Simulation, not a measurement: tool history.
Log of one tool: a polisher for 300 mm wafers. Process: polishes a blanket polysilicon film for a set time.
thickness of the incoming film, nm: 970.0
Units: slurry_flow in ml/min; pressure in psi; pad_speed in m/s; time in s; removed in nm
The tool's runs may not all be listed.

run	hour	slurry_flow	pressure	pad_speed	time	removed
1	0	125	3.2	0.78	58	391.93
2	0.6	130	3.6	0.78	58	428.45
3	3.5	130	3.1	0.78	58	382.44
4	11.2	135	3.6	0.78	58	433.7
5	19.4	135	4	0.78	58	458.09
6	20.4	120	4	0.78	58	457.05
7	22.3	125	4.3	0.8	58	479.81
8	28.3	130	4.5	0.82	58	524.85
9	30.1	135	4.6	0.84	58	545.35
10	30.7	135	4.7	0.86	58	566
11	35.5	135	4.8	0.86	58	582.51
12	40.6	140	4.9	0.86	58	587.06

Run 13 comes next. What will it give?
13	43.8	140	4.9	0.88	58	?

Run 13 gave removed 601.04 nm.

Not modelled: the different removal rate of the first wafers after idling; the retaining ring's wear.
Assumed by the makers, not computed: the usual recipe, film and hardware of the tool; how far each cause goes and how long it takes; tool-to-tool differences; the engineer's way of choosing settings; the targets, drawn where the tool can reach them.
